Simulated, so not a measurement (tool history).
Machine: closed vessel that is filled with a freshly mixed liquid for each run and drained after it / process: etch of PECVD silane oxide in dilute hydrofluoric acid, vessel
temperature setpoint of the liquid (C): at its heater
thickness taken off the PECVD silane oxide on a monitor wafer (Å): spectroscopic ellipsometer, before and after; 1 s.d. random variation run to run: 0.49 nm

run    day  temperature setpoint of the liquid (C)  parts of water to one part of 49 % hydrofluoric acid (parts by volume)  time in the liquid (s)  thickness taken off the PECVD silane oxide on a monitor wafer (Å)
  1  0.000                                    21.0                                                                      65                      95                                                             352.90
  2  0.304                                    17.5                                                                      65                      95                                                             303.74
  3  0.392                                    17.5                                                                      65                     100                                                             321.10
  4  0.525                                    17.5                                                                      55                     100                                                             386.78
  5  0.838                                    17.5                                                                      55                      95                                                             363.21
  6  0.925                                    17.5                                                                      35                      95                                                             581.44
     1.200  -- hydrofluoric acid flow meter replaced
  7  1.200                                    18.5                                                                      35                      95                                                             647.85
  8  1.496                                    19.0                                                                      35                      95                                                             661.86
  9  1.562                                    19.5                                                                      35                      95                                                             684.01
 10  1.921                                    20.0                                                                      35                      95                                                             681.91
 11  2.067                                    20.5                                                                      35                      95                                                             706.13

What will run 12 give?
 12  2.171                                    21.0                                                                      35                      95                                                                  ?

Run 12 produced thickness taken off the PECVD silane oxide on a monitor wafer (Å) 723.77.

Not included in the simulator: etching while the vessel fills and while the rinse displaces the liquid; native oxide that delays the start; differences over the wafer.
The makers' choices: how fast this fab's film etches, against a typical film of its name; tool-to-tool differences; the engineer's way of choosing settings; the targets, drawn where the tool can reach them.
